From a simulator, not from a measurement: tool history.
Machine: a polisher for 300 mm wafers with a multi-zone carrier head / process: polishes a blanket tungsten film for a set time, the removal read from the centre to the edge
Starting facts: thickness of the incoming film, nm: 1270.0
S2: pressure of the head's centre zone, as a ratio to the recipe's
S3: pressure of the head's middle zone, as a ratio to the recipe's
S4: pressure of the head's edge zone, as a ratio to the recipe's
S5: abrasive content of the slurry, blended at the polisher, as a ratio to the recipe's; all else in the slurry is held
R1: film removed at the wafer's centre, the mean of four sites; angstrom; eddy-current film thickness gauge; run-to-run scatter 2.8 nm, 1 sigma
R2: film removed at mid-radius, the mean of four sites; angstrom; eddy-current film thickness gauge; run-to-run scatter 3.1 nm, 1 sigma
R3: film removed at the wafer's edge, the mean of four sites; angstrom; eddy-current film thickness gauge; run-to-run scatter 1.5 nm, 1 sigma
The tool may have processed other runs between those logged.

Run 1, day 0.000: flow of slurry (ml/min) 140, S2 1.00, S3 1.00, S4 1.00, S5 1.00, polishing time (s) 33. Result: R1 1906.8 angstrom, R2 1949.8 angstrom, R3 1948.3 angstrom.
Run 2, day 0.083: flow of slurry (ml/min) 150, S2 1.01, S3 1.03, S4 1.00, S5 1.00, polishing time (s) 33. Result: R1 1959.8 angstrom, R2 2010.5 angstrom, R3 1935.4 angstrom.
Run 3, day 0.233: flow of slurry (ml/min) 160, S2 1.01, S3 1.06, S4 1.01, S5 1.05, polishing time (s) 33. Result: R1 1954.2 angstrom, R2 2101.9 angstrom, R3 1997.0 angstrom.
Run 4, day 0.308: flow of slurry (ml/min) 165, S2 1.03, S3 1.08, S4 1.00, S5 1.10, polishing time (s) 33. Result: R1 2064.6 angstrom, R2 2227.1 angstrom, R3 2017.6 angstrom.
Run 5, day 0.533: flow of slurry (ml/min) 170, S2 1.04, S3 1.10, S4 1.01, S5 1.10, polishing time (s) 33. Result: R1 2093.2 angstrom, R2 2269.0 angstrom, R3 2029.9 angstrom.
Run 6, day 0.888: flow of slurry (ml/min) 170, S2 1.04, S3 1.10, S4 0.94, S5 1.10, polishing time (s) 33. Result: R1 2096.2 angstrom, R2 2242.9 angstrom, R3 1989.5 angstrom.
Run 7, day 1.054: flow of slurry (ml/min) 175, S2 1.05, S3 1.11, S4 0.95, S5 1.15, polishing time (s) 33. Result: R1 2220.1 angstrom, R2 2325.2 angstrom, R3 1995.5 angstrom.
Run 8, day 1.367: flow of slurry (ml/min) 180, S2 1.05, S3 1.12, S4 0.96, S5 1.15, polishing time (s) 33. Result: R1 2184.2 angstrom, R2 2293.5 angstrom, R3 2020.6 angstrom.
Run 9, day 1.425: flow of slurry (ml/min) 180, S2 1.05, S3 1.13, S4 0.97, S5 1.20, polishing time (s) 33. Result: R1 2178.6 angstrom, R2 2347.8 angstrom, R3 2074.2 angstrom.
Run 10, day 1.708: flow of slurry (ml/min) 185, S2 1.05, S3 1.14, S4 0.96, S5 1.20, polishing time (s) 33. Result: R1 2228.2 angstrom, R2 2334.6 angstrom, R3 2044.0 angstrom.
Run 11, day 2.012: flow of slurry (ml/min) 205, S2 0.99, S3 1.19, S4 0.95, S5 1.45, polishing time (s) 33. Result: R1 2228.0 angstrom, R2 2665.6 angstrom, R3 2162.8 angstrom.

The next listed run, before its measurement:
Run 12, day 2.192: flow of slurry (ml/min) 205, S2 0.99, S3 1.19, S4 0.95, S5 1.45, polishing time (s) 33. Result: R1 ?, R2 ?, R3 ?.

{"run 12": {"R1": 2229.1, "R2": 2631.6, "R3": 2178.4}}
